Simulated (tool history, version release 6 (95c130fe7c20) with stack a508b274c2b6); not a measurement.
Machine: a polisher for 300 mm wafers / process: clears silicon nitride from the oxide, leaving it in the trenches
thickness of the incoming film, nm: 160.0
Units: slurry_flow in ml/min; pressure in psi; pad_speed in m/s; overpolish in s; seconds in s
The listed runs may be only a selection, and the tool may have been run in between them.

| run | hour | slurry_flow | pressure | pad_speed | overpolish | seconds |
|---|---|---|---|---|---|---|
| 1 | 0 | 200 | 2.9 | 1.24 | 24 | 113.2 |
| 2 | 8.9 | 195 | 2.8 | 1.24 | 24 | 119.84 |
| 3 | 16 | 190 | 2.7 | 1.24 | 24 | 123.87 |
| 4 | 23.7 | 185 | 2.6 | 1.24 | 24 | 128.45 |
| 5 | 31.4 | 185 | 2.6 | 1.48 | 24 | 107.92 |
| 6 | 32.5 | 185 | 2.6 | 1.48 | 25 | 107.75 |
| 7 | 41.4 | 180 | 2.5 | 1.48 | 25 | 110.84 |
| 8 | 46.9 | 175 | 1.7 | 1.46 | 25 | 166.94 |

Run 9 is up next; what results do you expect?
| 9 | 49.6 | 225 | 2.1 | 1.46 | 25 | ? |

Run 9 came out at seconds 132.26 s.

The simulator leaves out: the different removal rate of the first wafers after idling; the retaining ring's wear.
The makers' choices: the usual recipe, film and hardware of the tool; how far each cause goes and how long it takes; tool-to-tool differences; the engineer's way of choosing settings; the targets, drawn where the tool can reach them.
